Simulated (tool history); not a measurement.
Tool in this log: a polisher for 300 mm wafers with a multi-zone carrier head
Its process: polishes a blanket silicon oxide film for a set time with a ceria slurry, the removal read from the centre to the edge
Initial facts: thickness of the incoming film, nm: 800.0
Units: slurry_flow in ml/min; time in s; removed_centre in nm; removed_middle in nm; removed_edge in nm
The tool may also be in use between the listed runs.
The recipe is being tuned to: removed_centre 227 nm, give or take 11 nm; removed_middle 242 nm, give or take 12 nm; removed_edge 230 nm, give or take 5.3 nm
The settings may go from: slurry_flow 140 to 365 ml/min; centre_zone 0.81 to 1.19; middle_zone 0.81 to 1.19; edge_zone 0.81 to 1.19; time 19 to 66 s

run  hour  slurry_flow  centre_zone  middle_zone  edge_zone  time  removed_centre  removed_middle  removed_edge
  1     0          235            1            1          1    42          263.54          265.13        259.91
  2   6.5          235         1.06            1          1    42          275.68          267.89        259.57
  3  10.9          225         1.02            1       0.97    41          257.86          256.27         249.7
  4  12.1          215            1         1.01       0.94    41          258.91          264.74        243.01
  5  17.5          215            1         1.01       0.94    34          212.27          213.13        203.18
  6    22          215            1         1.01       0.86    34          207.59          215.93        194.47
  7  26.7          225         0.99         1.03       0.92    35          211.34          227.41        207.29
  8  35.7          235            1         1.04       0.95    35          219.92          224.94        211.65
  9  44.5          240         0.99         1.06       0.97    35          218.66          232.44        216.55
 10  48.2          250         0.99         1.07       0.99    35          222.44          235.61         215.6
 11  52.6          250         0.99         1.07       0.99    35          225.24          234.21        217.44
 12  55.6          250         0.99         1.07       0.99    35          225.61          231.72        215.22
 13  61.5          250         0.97         1.08       1.01    35          211.73          237.57        220.44

Consider the 5 candidate settings below. Which is the only one whose results all fall within their allowed miss of target?
  A  67.4          265         1.07         0.91       1.16    36               ?               ?             ?
  B  67.4          325         1.12         0.91       0.92    35               ?               ?             ?
  C  67.4          245            1         1.11       1.01    35               ?               ?             ?
  D  67.4          275         0.98         1.06       1.03    36               ?               ?             ?
  E  67.4          280         1.16         0.95       1.02    34               ?               ?             ?

move  removed_centre  removed_middle  removed_edge
   A          245.64          210.74        241.97
   B          254.26          209.39        213.44
   C          223.46           240.1        217.26
   D          229.44          240.79        228.18
   E          250.36          207.57        215.12
A: the result that was furthest off in the last run now lies on the other side of its target
B: moves away from the targets compared with the last run
C: moves away from the targets compared with the last run
D: every result within its allowed miss
E: moves away from the targets compared with the last run
D meets every target.
